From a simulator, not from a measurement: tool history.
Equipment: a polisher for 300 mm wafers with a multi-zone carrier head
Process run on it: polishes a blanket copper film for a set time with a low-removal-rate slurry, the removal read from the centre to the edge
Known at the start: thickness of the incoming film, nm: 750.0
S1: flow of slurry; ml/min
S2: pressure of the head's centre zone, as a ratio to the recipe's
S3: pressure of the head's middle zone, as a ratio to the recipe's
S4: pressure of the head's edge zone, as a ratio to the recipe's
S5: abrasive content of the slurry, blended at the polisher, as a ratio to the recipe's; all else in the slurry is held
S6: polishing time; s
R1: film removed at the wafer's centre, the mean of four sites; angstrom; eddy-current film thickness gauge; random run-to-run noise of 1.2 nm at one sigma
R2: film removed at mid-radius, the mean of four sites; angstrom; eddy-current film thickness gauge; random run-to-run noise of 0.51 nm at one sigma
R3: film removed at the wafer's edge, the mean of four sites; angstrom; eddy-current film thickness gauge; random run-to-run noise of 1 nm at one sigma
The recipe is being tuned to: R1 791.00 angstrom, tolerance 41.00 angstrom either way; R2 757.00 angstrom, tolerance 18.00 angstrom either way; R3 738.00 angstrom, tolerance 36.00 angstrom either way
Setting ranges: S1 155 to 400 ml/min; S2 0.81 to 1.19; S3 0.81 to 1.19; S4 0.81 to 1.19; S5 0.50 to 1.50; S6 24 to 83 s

| run | day | S1 | S2 | S3 | S4 | S5 | S6 | R1 | R2 | R3 |
|---|---|---|---|---|---|---|---|---|---|---|
| 1 | 0.000 | 255 | 1.00 | 1.00 | 1.00 | 1.00 | 53 | 1221.20 | 1153.40 | 1177.40 |
| 2 | 0.158 | 280 | 1.00 | 1.00 | 1.00 | 1.00 | 53 | 1243.90 | 1170.00 | 1166.90 |
| 3 | 0.238 | 280 | 1.00 | 1.00 | 1.08 | 1.00 | 53 | 1247.70 | 1174.70 | 1258.60 |
| 4 | 0.458 | 280 | 1.00 | 1.00 | 1.08 | 1.15 | 53 | 1320.40 | 1191.80 | 1256.70 |
| 5 | 0.733 | 290 | 1.00 | 0.99 | 1.05 | 1.10 | 50 | 1204.30 | 1121.20 | 1151.40 |
| 6 | 0.892 | 290 | 1.00 | 1.05 | 1.05 | 1.10 | 50 | 1209.10 | 1173.90 | 1159.30 |
| 7 | 1.204 | 295 | 1.00 | 1.03 | 1.02 | 1.05 | 48 | 1171.30 | 1102.10 | 1086.90 |
| 8 | 1.442 | 300 | 0.99 | 1.01 | 1.00 | 1.00 | 46 | 1064.20 | 1028.30 | 1034.60 |
| 9 | 1.721 | 305 | 1.00 | 1.01 | 0.98 | 0.95 | 44 | 1021.80 | 966.15 | 958.56 |
| 10 | 1.796 | 290 | 0.90 | 0.93 | 0.88 | 0.70 | 42 | 816.30 | 815.86 | 834.08 |
| 11 | 1.950 | 290 | 0.91 | 0.93 | 0.87 | 0.65 | 42 | 808.65 | 815.23 | 811.77 |
| 12 | 2.275 | 290 | 0.92 | 0.92 | 0.86 | 0.65 | 42 | 822.49 | 796.86 | 802.44 |

Pick the move, out of 4, that brings all results within their allowed miss; only one does.
| A | 2.600 | 290 | 0.81 | 0.81 | 1.00 | 0.70 | 43 | ? | ? | ? |
| B | 2.600 | 280 | 0.90 | 0.86 | 0.93 | 0.70 | 43 | ? | ? | ? |
| C | 2.600 | 340 | 0.83 | 0.93 | 0.84 | 0.50 | 45 | ? | ? | ? |
| D | 2.600 | 165 | 0.97 | 0.97 | 0.82 | 0.80 | 40 | ? | ? | ? |

| move | R1 | R2 | R3 |
|---|---|---|---|
| A | 751.01 | 759.75 | 924.06 |
| B | 831.96 | 792.65 | 889.58 |
| C | 772.54 | 847.84 | 848.93 |
| D | 780.77 | 765.78 | 752.94 |
A: the furthest-off result lands on target, but another misses its tolerance
B: misses by more than the last run did
C: misses by more than the last run did
D: each result inside its tolerance
The move that meets every target is D.
